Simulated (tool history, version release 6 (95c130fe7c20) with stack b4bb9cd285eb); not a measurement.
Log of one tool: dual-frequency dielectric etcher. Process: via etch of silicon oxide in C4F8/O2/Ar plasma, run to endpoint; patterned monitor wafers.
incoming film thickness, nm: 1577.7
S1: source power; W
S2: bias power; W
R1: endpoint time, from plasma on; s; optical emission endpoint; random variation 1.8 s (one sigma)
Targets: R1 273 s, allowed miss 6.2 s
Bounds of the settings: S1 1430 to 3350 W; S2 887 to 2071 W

run    day    S1    S2      R1
  1      0  2390  1479  302.31
  2  0.067  2530  1504  293.21
  3  0.288  2230  1504  306.16
  4  0.462  1900  1504  320.65
  5  0.638  2150  1560  307.49
  6  0.662  2150  1299  325.74
  7  0.875  2410  1349  308.83
  8  0.917  2590  1384   303.4
  9  1.079  2740  1435  288.42
 10  1.312  2740  1435  292.84

4 next moves are on the table. One of them brings every result within its allowed miss. Which?
  A  1.546  2990  1324   ?
  B  1.546  2650  1230   ?
  C  1.546  3150  1570   ?
  D  1.546  2510  1112   ?

move      R1
   A   293.5
   B  311.64
   C  273.74
   D  326.91
A: as far off as the last run
B: further off than the last run
C: meets every target
D: further off than the last run
The right move is C.
